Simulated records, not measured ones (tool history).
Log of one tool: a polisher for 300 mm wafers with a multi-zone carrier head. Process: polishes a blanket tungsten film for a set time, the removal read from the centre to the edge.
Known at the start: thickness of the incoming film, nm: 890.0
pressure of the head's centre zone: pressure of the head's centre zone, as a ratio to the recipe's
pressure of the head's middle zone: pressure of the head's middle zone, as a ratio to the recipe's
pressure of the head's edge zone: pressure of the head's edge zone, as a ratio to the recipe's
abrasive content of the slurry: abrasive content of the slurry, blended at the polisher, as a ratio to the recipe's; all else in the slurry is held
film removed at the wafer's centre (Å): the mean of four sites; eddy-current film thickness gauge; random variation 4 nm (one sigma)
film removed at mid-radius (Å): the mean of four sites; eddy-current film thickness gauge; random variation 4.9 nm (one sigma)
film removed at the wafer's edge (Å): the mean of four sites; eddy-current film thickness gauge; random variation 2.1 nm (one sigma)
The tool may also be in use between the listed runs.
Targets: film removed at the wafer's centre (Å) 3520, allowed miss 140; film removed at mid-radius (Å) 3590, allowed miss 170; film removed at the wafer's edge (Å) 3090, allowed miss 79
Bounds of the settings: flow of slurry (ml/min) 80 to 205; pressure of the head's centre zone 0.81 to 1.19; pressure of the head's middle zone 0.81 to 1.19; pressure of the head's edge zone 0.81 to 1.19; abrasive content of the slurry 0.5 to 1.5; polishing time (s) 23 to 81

run,hour,flow of slurry (ml/min),pressure of the head's centre zone,pressure of the head's middle zone,pressure of the head's edge zone,abrasive content of the slurry,polishing time (s),film removed at the wafer's centre (Å),film removed at mid-radius (Å),film removed at the wafer's edge (Å)
1,0,135,1,1,1,1,52,2881.3,3011.7,3037.3
2,1,135,1,1,1,1,42,2380.5,2440.6,2482.9
3,4.1,150,1.04,1.05,1.01,1.15,42,2609.5,2633.4,2593.5
4,6.3,150,1.04,1.05,1.01,1.35,42,2609.8,2709.8,2648.4
5,12.5,150,1.04,1.05,1.01,1.35,49,3105.4,3185.6,3121.7
6,21.5,160,1.05,1.08,0.99,1.35,49,3204.8,3280,3138.4
# hour 22.2: edge zone pressure recalibrated
7,22.2,165,1.06,1.11,0.97,1.35,49,3152.6,3318.7,3016.5
8,28.8,165,1.06,1.11,0.97,1.35,49,3209.3,3326.1,3030.9
9,34.8,170,1.07,1.13,0.97,1.35,49,3211.5,3319.1,3042
10,41.6,175,1.08,1.14,0.96,1.4,49,3279,3410.6,3034.5
11,44.4,180,1.09,1.15,0.96,1.4,49,3335.3,3446.7,3071
12,46.7,185,1.1,1.16,0.95,1.4,49,3356.6,3559.1,3074.7
13,49.5,185,1.11,1.16,0.95,1.4,49,3409.7,3576.4,3062.4
14,57.6,185,1.11,1.16,0.95,1.4,49,3381.6,3583.2,3074.1

Which of these 4 next moves meets every target?
A,65.7,175,1.01,1.19,1.08,1.5,46,?,?,?
B,65.7,160,1.17,1.17,0.93,1.3,51,?,?,?
C,65.7,190,1,1.18,1,1.5,49,?,?,?
D,65.7,190,1.07,1.19,0.99,1.5,47,?,?,?

move,film removed at the wafer's centre (Å),film removed at mid-radius (Å),film removed at the wafer's edge (Å)
A,2966.7,3424.9,3024.3
B,3501.3,3585.4,3048.9
C,3185.2,3675.2,3160.7
D,3210.5,3546.5,3020.1
A: further off than the last run
B: meets every target
C: further off than the last run
D: further off than the last run
Answer: B

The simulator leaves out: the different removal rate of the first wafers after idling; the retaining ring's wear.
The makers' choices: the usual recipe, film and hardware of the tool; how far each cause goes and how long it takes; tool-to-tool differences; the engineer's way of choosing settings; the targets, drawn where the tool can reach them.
